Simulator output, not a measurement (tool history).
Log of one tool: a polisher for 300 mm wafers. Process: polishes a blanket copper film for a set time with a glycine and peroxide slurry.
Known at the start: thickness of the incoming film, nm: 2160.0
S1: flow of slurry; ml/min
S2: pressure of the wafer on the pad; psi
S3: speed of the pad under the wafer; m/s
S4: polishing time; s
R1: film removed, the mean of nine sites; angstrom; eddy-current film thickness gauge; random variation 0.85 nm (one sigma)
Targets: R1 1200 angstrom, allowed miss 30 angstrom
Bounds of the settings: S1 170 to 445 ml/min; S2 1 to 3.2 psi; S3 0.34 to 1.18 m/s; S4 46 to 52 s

run	day	S1	S2	S3	S4	R1
1	0	285	2.1	0.76	52	2149.1
2	0.142	285	2.5	0.76	52	2456.6
3	0.221	285	2.5	0.76	52	2466.3
4	0.254	280	2.1	0.7	52	2055.8
5	0.471	280	2.1	0.7	52	2036.6
6	0.529	280	1.8	0.66	52	1776.8
7	0.85	280	1.6	0.62	52	1560.2
8	1.162	280	1.4	0.6	52	1400.8
9	1.321	280	1.3	0.6	52	1347.8
10	1.621	280	1.3	0.6	52	1346.3
# day 1.717: head pressure recalibrated
11	1.717	270	1	0.6	52	1101.3
12	1.875	285	1	0.6	52	1094.7
13	2.021	285	1.3	0.6	52	1269.7
14	2.275	295	1.3	0.6	52	1265.7
15	2.525	305	1.3	0.6	52	1289.2

5 next moves are on the table. One of them brings every result within its allowed miss. Which?
A	2.775	315	1.7	0.58	47	?
B	2.775	295	1.3	0.7	52	?
C	2.775	315	1.3	0.54	51	?
D	2.775	320	1.3	0.68	51	?
E	2.775	350	2.2	0.44	48	?

move	R1
A	1335.8
B	1373.3
C	1192.7
D	1336.9
E	1404.6
A: further off than the last run
B: further off than the last run
C: meets every target
D: further off than the last run
E: further off than the last run
The right move is C.
